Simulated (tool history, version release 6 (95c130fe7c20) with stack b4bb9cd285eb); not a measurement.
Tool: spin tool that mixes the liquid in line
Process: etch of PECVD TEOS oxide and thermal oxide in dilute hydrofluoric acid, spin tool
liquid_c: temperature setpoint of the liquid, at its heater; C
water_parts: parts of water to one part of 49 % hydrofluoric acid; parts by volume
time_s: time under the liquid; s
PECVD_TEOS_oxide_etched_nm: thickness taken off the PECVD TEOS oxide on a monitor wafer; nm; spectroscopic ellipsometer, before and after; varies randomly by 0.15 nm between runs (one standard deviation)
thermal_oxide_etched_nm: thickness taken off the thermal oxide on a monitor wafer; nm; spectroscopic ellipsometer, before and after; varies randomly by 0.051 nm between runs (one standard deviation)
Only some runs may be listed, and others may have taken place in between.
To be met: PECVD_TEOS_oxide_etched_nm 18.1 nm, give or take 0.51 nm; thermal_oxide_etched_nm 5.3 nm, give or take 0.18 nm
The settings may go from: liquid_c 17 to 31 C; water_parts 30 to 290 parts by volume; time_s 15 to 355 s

| run | hour | liquid_c | water_parts | time_s | PECVD_TEOS_oxide_etched_nm | thermal_oxide_etched_nm |
|---|---|---|---|---|---|---|
| 1 | 0 | 23 | 160 | 180 | 15.459 | 4.492 |
| 2 | 3.9 | 24 | 160 | 180 | 15.885 | 4.6339 |
| 3 | 8.3 | 24 | 160 | 240 | 21.261 | 6.1759 |
| 4 | 14.7 | 24 | 160 | 280 | 24.316 | 7.2727 |
| 5 | 15.6 | 22.5 | 160 | 280 | 23.04 | 6.9422 |
| 6 | 22.7 | 22.5 | 160 | 320 | 26.846 | 7.8447 |
| 7 | 30.3 | 22.5 | 160 | 320 | 26.429 | 7.9402 |
| 8 | 31.6 | 21.5 | 165 | 320 | 25.056 | 7.3457 |
| 9 | 35 | 19.5 | 210 | 320 | 17.327 | 5.0194 |

Exercise: of the 4 proposed moves below, exactly one satisfies all targets within the stated allowed misses. Which move is it?
| A | 38.4 | 25 | 195 | 235 | ? | ? |
| B | 38.4 | 19.5 | 220 | 330 | ? | ? |
| C | 38.4 | 17 | 200 | 355 | ? | ? |
| D | 38.4 | 24.5 | 185 | 260 | ? | ? |

| move | PECVD_TEOS_oxide_etched_nm | thermal_oxide_etched_nm |
|---|---|---|
| A | 17.03 | 5.0388 |
| B | 16.808 | 4.9732 |
| C | 18.376 | 5.437 |
| D | 19.714 | 5.833 |
A: further off than the last run
B: further off than the last run
C: every result within its allowed miss
D: the result that was furthest off in the last run now lies on the other side of its target
Move C is the one to make.

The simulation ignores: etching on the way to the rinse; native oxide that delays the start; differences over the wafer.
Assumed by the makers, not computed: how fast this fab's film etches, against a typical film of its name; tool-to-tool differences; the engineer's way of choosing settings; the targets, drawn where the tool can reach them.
